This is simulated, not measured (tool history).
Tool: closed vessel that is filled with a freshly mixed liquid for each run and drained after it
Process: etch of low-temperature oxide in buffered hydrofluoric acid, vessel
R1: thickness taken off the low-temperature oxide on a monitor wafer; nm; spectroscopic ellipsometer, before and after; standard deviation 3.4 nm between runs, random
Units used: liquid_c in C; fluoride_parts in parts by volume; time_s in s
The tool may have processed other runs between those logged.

{"run": 1, "hour": 0.0, "liquid_c": 23.0, "fluoride_parts": 19.0, "time_s": 105, "R1": 278.88}
{"run": 2, "hour": 4.7, "liquid_c": 23.5, "fluoride_parts": 19.0, "time_s": 105, "R1": 285.84}
{"run": 3, "hour": 13.6, "liquid_c": 23.5, "fluoride_parts": 16.5, "time_s": 105, "R1": 328.09}
{"run": 4, "hour": 21.7, "liquid_c": 21.0, "fluoride_parts": 16.5, "time_s": 105, "R1": 280.39}
{"run": 5, "hour": 27.0, "liquid_c": 21.5, "fluoride_parts": 16.5, "time_s": 105, "R1": 293.95}
{"hour": 34.3, "done": "thermometer replaced"}
{"run": 6, "hour": 34.3, "liquid_c": 22.0, "fluoride_parts": 16.5, "time_s": 105, "R1": 283.97}
{"run": 7, "hour": 42.0, "liquid_c": 22.5, "fluoride_parts": 16.5, "time_s": 105, "R1": 299.24}
{"run": 8, "hour": 48.6, "liquid_c": 23.0, "fluoride_parts": 16.5, "time_s": 105, "R1": 296.28}

Run 9 is up next; what results do you expect?
{"run": 9, "hour": 55.9, "liquid_c": 23.5, "fluoride_parts": 16.5, "time_s": 105, "R1": "?"}

Run 9 yielded R1 311.37 nm.
